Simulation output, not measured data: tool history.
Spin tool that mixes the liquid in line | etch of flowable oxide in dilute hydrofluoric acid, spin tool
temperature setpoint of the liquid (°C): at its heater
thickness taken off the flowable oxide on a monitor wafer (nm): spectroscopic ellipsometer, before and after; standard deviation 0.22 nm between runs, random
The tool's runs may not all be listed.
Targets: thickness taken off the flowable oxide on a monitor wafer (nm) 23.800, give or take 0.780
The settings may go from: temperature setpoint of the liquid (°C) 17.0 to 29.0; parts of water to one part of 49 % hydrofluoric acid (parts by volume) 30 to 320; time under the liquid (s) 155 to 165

run    day  temperature setpoint of the liquid (°C)  parts of water to one part of 49 % hydrofluoric acid (parts by volume)  time under the liquid (s)  thickness taken off the flowable oxide on a monitor wafer (nm)
  1  0.000                                     21.0                                                                     175                        155                                                          14.811
  2  0.312                                     21.0                                                                     145                        155                                                          18.454
  3  0.383                                     21.0                                                                     210                        155                                                          11.917
  4  0.654                                     22.0                                                                     200                        155                                                          13.035
  5  0.904                                     23.0                                                                     190                        155                                                          14.558
  6  1.138                                     24.5                                                                     190                        155                                                          15.534
  7  1.425                                     25.0                                                                     185                        155                                                          16.304
  8  1.629                                     25.5                                                                     180                        155                                                          16.843
  9  1.725                                     26.0                                                                     175                        155                                                          17.810
 10  1.812                                     26.5                                                                     170                        155                                                          18.739
 11  2.100                                     27.0                                                                     165                        155                                                          20.070
     2.262  -- hydrofluoric acid flow meter replaced
 12  2.262                                     28.0                                                                     155                        155                                                          24.758

Below are 5 possible settings for the next run. Only one of them brings all results inside the allowed miss of their targets. Which is it?
  A  2.425                                     29.0                                                                     160                        165                                                               ?
  B  2.425                                     27.5                                                                     150                        160                                                               ?
  C  2.425                                     27.0                                                                     160                        160                                                               ?
  D  2.425                                     26.0                                                                     140                        160                                                               ?
  E  2.425                                     29.0                                                                     155                        155                                                               ?

move  thickness taken off the flowable oxide on a monitor wafer (nm)
   A                                                          26.121
   B                                                          25.902
   C                                                          23.550
   D                                                          26.565
   E                                                          25.490
A: its largest miss is bigger than the last run's
B: its largest miss is bigger than the last run's
C: all results in spec
D: its largest miss is bigger than the last run's
E: its largest miss is bigger than the last run's
Move C is the one to make.

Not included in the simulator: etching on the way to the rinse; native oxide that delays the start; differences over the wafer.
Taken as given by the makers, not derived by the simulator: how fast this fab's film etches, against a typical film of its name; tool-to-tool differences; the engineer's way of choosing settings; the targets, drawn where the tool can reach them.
